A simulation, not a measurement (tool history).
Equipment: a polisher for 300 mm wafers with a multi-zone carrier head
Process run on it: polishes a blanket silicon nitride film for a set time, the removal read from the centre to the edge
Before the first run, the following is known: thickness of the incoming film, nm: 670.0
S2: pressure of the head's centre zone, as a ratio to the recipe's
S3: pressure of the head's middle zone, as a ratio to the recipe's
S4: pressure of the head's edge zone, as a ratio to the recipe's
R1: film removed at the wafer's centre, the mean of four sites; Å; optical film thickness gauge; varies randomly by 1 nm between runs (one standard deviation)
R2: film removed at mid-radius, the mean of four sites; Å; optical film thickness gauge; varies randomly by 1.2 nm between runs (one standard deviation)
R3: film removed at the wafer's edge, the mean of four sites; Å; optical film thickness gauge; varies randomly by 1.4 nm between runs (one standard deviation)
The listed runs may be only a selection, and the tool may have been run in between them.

run 1 hour=0.0 | flow_of_slurry_(ml/min)=305 S2=1.00 S3=1.00 S4=1.00 polishing_time_(s)=86 | R1=1850.9 R2=2042.1 R3=2094.5
run 2 hour=8.4 | flow_of_slurry_(ml/min)=330 S2=1.00 S3=1.00 S4=1.00 polishing_time_(s)=86 | R1=1860.3 R2=2082.2 R3=2104.5
run 3 hour=16.2 | flow_of_slurry_(ml/min)=330 S2=1.00 S3=0.95 S4=1.00 polishing_time_(s)=86 | R1=1871.9 R2=1999.8 R3=2112.4
run 4 hour=21.4 | flow_of_slurry_(ml/min)=330 S2=1.00 S3=1.03 S4=1.00 polishing_time_(s)=86 | R1=1863.2 R2=2167.3 R3=2117.5
run 5 hour=23.4 | flow_of_slurry_(ml/min)=330 S2=1.00 S3=1.03 S4=1.07 polishing_time_(s)=86 | R1=1875.6 R2=2153.7 R3=2202.7
run 6 hour=32.1 | flow_of_slurry_(ml/min)=315 S2=0.99 S3=0.99 S4=1.04 polishing_time_(s)=82 | R1=1754.3 R2=1958.7 R3=2065.0
run 7 hour=34.9 | flow_of_slurry_(ml/min)=300 S2=0.98 S3=0.96 S4=1.01 polishing_time_(s)=79 | R1=1664.4 R2=1832.9 R3=1961.5
-- hour=38.0 centre zone pressure recalibrated
run 8 hour=38.0 | flow_of_slurry_(ml/min)=280 S2=0.96 S3=0.86 S4=0.91 polishing_time_(s)=58 | R1=1315.0 R2=1204.7 R3=1350.0
run 9 hour=42.1 | flow_of_slurry_(ml/min)=280 S2=0.96 S3=0.86 S4=0.91 polishing_time_(s)=58 | R1=1305.0 R2=1240.1 R3=1347.6

The next listed run, before its measurement:
run 10 hour=45.6 | flow_of_slurry_(ml/min)=290 S2=0.96 S3=0.86 S4=0.93 polishing_time_(s)=58 | R1=? R2=? R3=?

Logged for run 10: R1 1299.5 Å, R2 1233.0 Å, R3 1372.3 Å.
